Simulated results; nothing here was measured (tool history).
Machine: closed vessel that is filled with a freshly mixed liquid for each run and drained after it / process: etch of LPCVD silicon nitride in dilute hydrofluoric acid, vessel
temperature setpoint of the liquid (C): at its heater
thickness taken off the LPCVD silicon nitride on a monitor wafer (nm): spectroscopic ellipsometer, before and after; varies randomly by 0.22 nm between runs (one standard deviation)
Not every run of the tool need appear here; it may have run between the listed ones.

run  hour  temperature setpoint of the liquid (C)  parts of water to one part of 49 % hydrofluoric acid (parts by volume)  time in the liquid (s)  thickness taken off the LPCVD silicon nitride on a monitor wafer (nm)
  1     0                                      26                                                                      80                    2760                                                                 17.252
  2     6                                      26                                                                      80                    2965                                                                 18.871
  3  10.3                                      26                                                                      80                    2965                                                                 18.665
  4  15.3                                    26.5                                                                      80                    2965                                                                 19.198
  5  20.9                                    26.5                                                                     100                    2965                                                                 15.365
  6    30                                    26.5                                                                     100                    2965                                                                 15.439
  7  32.8                                    27.5                                                                     100                    2965                                                                 16.454
  8  36.4                                    28.5                                                                     100                    2965                                                                  17.79
  9  38.7                                      29                                                                     100                    2965                                                                 17.885
 10  40.7                                      30                                                                     100                    2965                                                                 18.801
 11  47.6                                      30                                                                     100                    2965                                                                 19.195
 12  49.8                                    30.5                                                                     100                    2965                                                                 19.835
 13  54.1                                      31                                                                     100                    2965                                                                 20.233

What does the tool deliver on the next run?
 14  60.9                                    31.5                                                                     100                    2965                                                                      ?

{"run 14": {"thickness taken off the LPCVD silicon nitride on a monitor wafer (nm)": 20.921}}
